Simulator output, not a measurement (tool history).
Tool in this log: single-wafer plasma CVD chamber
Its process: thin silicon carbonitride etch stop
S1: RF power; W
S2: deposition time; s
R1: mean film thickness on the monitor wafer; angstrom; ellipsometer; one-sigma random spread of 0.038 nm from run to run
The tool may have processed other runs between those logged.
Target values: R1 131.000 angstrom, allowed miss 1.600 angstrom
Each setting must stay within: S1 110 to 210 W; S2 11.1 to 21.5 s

| run | hour | S1 | S2 | R1 |
|---|---|---|---|---|
| 1 | 0.0 | 160 | 16.3 | 99.683 |
| 2 | 8.4 | 165 | 16.7 | 103.180 |
| 3 | 13.9 | 165 | 15.9 | 97.939 |
| 4 | 20.4 | 170 | 16.4 | 102.030 |
| 5 | 22.4 | 175 | 16.8 | 105.960 |
| 6 | 29.0 | 180 | 17.1 | 108.480 |
| 7 | 35.2 | 185 | 17.4 | 110.850 |
| 8 | 40.4 | 190 | 17.7 | 114.070 |

Which of these 5 next moves meets every target?
| A | 45.6 | 210 | 19.4 | ? |
| B | 45.6 | 185 | 19.7 | ? |
| C | 45.6 | 175 | 20.4 | ? |
| D | 45.6 | 195 | 20.2 | ? |
| E | 45.6 | 190 | 19.6 | ? |

| move | R1 |
|---|---|
| A | 128.370 |
| B | 125.660 |
| C | 128.050 |
| D | 130.820 |
| E | 125.990 |
A: better than the last run, though not everything is in spec
B: better than the last run, though not everything is in spec
C: better than the last run, though not everything is in spec
D: every result within its allowed miss
E: better than the last run, though not everything is in spec
Answer: D
